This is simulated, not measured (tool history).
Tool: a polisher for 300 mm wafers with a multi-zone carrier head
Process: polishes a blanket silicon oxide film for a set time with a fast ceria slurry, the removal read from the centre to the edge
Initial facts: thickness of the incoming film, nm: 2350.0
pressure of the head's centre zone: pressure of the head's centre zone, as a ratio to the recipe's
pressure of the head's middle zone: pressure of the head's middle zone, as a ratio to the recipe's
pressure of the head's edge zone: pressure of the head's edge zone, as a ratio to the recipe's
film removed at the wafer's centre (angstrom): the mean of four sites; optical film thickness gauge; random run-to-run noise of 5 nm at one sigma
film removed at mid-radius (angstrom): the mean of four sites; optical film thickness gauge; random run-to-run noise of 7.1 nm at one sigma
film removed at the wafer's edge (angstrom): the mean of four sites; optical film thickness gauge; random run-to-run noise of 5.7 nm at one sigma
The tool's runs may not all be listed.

run,hour,flow of slurry (ml/min),pressure of the head's centre zone,pressure of the head's middle zone,pressure of the head's edge zone,polishing time (s),film removed at the wafer's centre (angstrom),film removed at mid-radius (angstrom),film removed at the wafer's edge (angstrom)
1,0.0,265,1.00,1.00,1.00,45,6141.2,6469.2,6222.7
2,4.8,265,1.00,1.00,1.00,39,5484.5,5469.3,5393.1
3,6.0,265,1.04,1.00,1.00,39,5754.9,5470.9,5414.8
4,9.4,265,1.04,1.00,1.00,28,4062.5,3907.7,3890.3
5,12.5,270,1.00,1.04,1.05,32,4491.8,4742.3,4574.7
6,13.6,280,0.98,1.06,1.09,34,4653.7,5044.4,4903.8
7,17.4,280,0.96,1.09,1.11,35,4667.3,5290.1,5096.3
8,22.1,285,0.95,1.12,1.13,36,4763.2,5741.6,5384.9
# hour 30.1: worn pad replaced by a new one
9,30.1,285,0.95,1.12,1.13,36,5234.5,6115.2,5787.6

Run 10 comes next. What will it give?
10,32.7,285,0.95,1.12,1.13,36,?,?,?

film removed at the wafer's centre (angstrom): 5168.9
film removed at mid-radius (angstrom): 6123.1
film removed at the wafer's edge (angstrom): 5743.1
